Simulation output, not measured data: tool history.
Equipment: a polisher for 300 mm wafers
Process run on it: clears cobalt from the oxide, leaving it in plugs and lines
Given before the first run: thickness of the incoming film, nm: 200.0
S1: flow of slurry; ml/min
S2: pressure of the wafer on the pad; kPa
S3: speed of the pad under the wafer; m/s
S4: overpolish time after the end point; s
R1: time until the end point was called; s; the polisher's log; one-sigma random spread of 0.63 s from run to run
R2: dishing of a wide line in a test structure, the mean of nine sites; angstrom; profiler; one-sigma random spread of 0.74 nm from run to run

| run | hour | S1 | S2 | S3 | S4 | R1 | R2 |
|---|---|---|---|---|---|---|---|
| 1 | 0 | 135 | 12.4 | 1.08 | 21 | 33.036 | 724.32 |
| 2 | 3.3 | 135 | 12.4 | 1.08 | 25 | 32.224 | 777.05 |
| 3 | 7.3 | 135 | 12.4 | 0.92 | 25 | 37.038 | 758.79 |
| 4 | 12.9 | 135 | 12.4 | 0.94 | 21 | 36.534 | 707.76 |
| 5 | 14.3 | 135 | 11.7 | 0.96 | 17 | 36.745 | 601.54 |
| 6 | 18.5 | 135 | 11.7 | 0.96 | 9 | 36.457 | 387.66 |
| 7 | 21 | 135 | 11.7 | 0.94 | 12 | 38.627 | 490.32 |

What will run 8 give?
| 8 | 26.2 | 135 | 11.7 | 0.94 | 13 | ? | ? |

R1: 37.432 s
R2: 515.73 angstrom

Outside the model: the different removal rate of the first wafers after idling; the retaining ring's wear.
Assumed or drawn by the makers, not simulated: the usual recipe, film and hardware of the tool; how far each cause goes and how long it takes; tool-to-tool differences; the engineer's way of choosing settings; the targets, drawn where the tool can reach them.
